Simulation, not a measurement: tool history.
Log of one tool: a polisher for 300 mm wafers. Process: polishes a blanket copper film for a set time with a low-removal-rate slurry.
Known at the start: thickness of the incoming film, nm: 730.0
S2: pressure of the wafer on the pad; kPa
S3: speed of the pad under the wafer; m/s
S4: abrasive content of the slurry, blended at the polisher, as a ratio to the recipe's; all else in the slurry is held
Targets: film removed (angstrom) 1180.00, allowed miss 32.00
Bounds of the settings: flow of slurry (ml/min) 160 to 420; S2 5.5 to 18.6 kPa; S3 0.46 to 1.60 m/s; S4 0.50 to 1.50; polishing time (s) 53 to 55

run 1 hour=0.0 | flow_of_slurry_(ml/min)=270 S2=11.7 S3=1.02 S4=1.00 polishing_time_(s)=53 | film_removed_(angstrom)=777.25
run 2 hour=8.1 | flow_of_slurry_(ml/min)=270 S2=12.4 S3=1.02 S4=1.00 polishing_time_(s)=53 | film_removed_(angstrom)=815.88
run 3 hour=16.5 | flow_of_slurry_(ml/min)=270 S2=12.4 S3=1.02 S4=1.00 polishing_time_(s)=53 | film_removed_(angstrom)=822.47
run 4 hour=19.3 | flow_of_slurry_(ml/min)=270 S2=12.4 S3=1.02 S4=1.15 polishing_time_(s)=53 | film_removed_(angstrom)=833.72
run 5 hour=21.8 | flow_of_slurry_(ml/min)=270 S2=13.1 S3=1.02 S4=1.15 polishing_time_(s)=53 | film_removed_(angstrom)=878.11
run 6 hour=30.2 | flow_of_slurry_(ml/min)=270 S2=13.8 S3=1.02 S4=1.15 polishing_time_(s)=53 | film_removed_(angstrom)=912.33
run 7 hour=34.0 | flow_of_slurry_(ml/min)=270 S2=14.5 S3=1.02 S4=1.15 polishing_time_(s)=53 | film_removed_(angstrom)=962.17
run 8 hour=39.5 | flow_of_slurry_(ml/min)=270 S2=15.2 S3=1.02 S4=1.15 polishing_time_(s)=53 | film_removed_(angstrom)=1014.90
run 9 hour=45.2 | flow_of_slurry_(ml/min)=275 S2=16.5 S3=1.02 S4=1.15 polishing_time_(s)=53 | film_removed_(angstrom)=1102.00
run 10 hour=47.0 | flow_of_slurry_(ml/min)=275 S2=17.2 S3=1.02 S4=1.15 polishing_time_(s)=53 | film_removed_(angstrom)=1128.60

Which of these 5 next moves meets every target?
run A hour=48.8 | flow_of_slurry_(ml/min)=305 S2=18.6 S3=0.90 S4=1.05 polishing_time_(s)=54 | film_removed_(angstrom)=?
run B hour=48.8 | flow_of_slurry_(ml/min)=285 S2=18.6 S3=0.92 S4=1.05 polishing_time_(s)=53 | film_removed_(angstrom)=?
run C hour=48.8 | flow_of_slurry_(ml/min)=265 S2=18.6 S3=0.98 S4=1.15 polishing_time_(s)=53 | film_removed_(angstrom)=?
run D hour=48.8 | flow_of_slurry_(ml/min)=315 S2=15.9 S3=0.92 S4=1.50 polishing_time_(s)=55 | film_removed_(angstrom)=?
run E hour=48.8 | flow_of_slurry_(ml/min)=240 S2=18.6 S3=0.86 S4=1.20 polishing_time_(s)=55 | film_removed_(angstrom)=?

move=A film_removed_(angstrom)=1132.30
move=B film_removed_(angstrom)=1120.30
move=C film_removed_(angstrom)=1183.70
move=D film_removed_(angstrom)=1096.20
move=E film_removed_(angstrom)=1122.70
A: nearer than the last run, and not there yet
B: further off than the last run
C: meets every target
D: further off than the last run
E: further off than the last run
Move C is the one to make.
